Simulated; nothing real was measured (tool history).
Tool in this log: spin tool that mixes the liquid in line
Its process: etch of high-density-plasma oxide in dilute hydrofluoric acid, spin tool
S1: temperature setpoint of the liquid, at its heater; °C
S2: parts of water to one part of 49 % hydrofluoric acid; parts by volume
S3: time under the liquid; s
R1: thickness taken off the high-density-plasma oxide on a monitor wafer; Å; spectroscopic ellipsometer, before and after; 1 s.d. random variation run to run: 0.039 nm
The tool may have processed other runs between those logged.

{"run": 1, "hour": 0.0, "S1": 23, "S2": 180, "S3": 85, "R1": 44.088}
{"run": 2, "hour": 7.1, "S1": 24.5, "S2": 160, "S3": 85, "R1": 54.23}
{"run": 3, "hour": 10.9, "S1": 26, "S2": 150, "S3": 85, "R1": 61.646}
{"run": 4, "hour": 16.0, "S1": 26, "S2": 150, "S3": 85, "R1": 61.674}
{"run": 5, "hour": 21.6, "S1": 26, "S2": 150, "S3": 70, "R1": 50.608}
{"run": 6, "hour": 30.0, "S1": 26, "S2": 150, "S3": 85, "R1": 61.629}

Run 7 is up next; what results do you expect?
{"run": 7, "hour": 35.9, "S1": 30, "S2": 95, "S3": 85, "R1": "?"}

{"run 7": {"R1": 121.58}}

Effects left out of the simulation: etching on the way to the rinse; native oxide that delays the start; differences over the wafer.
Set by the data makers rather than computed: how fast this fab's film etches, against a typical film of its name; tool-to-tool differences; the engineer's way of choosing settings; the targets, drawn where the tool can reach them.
